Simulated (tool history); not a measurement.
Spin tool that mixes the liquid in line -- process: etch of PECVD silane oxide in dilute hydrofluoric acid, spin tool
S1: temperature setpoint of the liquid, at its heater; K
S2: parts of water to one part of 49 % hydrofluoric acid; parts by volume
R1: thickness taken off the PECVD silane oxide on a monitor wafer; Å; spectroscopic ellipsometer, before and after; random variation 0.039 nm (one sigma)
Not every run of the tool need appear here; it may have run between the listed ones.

Run 1, hour 0.0: S1 296.15 K, S2 200 parts by volume, time under the liquid (s) 40. Result: R1 58.797 Å.
Run 2, hour 1.4: S1 299.65 K, S2 200 parts by volume, time under the liquid (s) 40. Result: R1 66.104 Å.
Run 3, hour 3.8: S1 299.65 K, S2 260 parts by volume, time under the liquid (s) 40. Result: R1 47.471 Å.
Run 4, hour 7.5: S1 299.15 K, S2 260 parts by volume, time under the liquid (s) 40. Result: R1 47.694 Å.
Run 5, hour 12.5: S1 299.15 K, S2 320 parts by volume, time under the liquid (s) 40. Result: R1 35.623 Å.
Run 6, hour 19.1: S1 299.15 K, S2 320 parts by volume, time under the liquid (s) 30. Result: R1 26.638 Å.
Run 7, hour 28.0: S1 300.65 K, S2 300 parts by volume, time under the liquid (s) 30. Result: R1 30.904 Å.
Run 8, hour 31.9: S1 301.15 K, S2 280 parts by volume, time under the liquid (s) 30. Result: R1 33.927 Å.

What will run 9 give?
Run 9, hour 35.8: S1 301.15 K, S2 265 parts by volume, time under the liquid (s) 30. Result: R1 ?.

Run 9 yielded R1 36.581 Å.
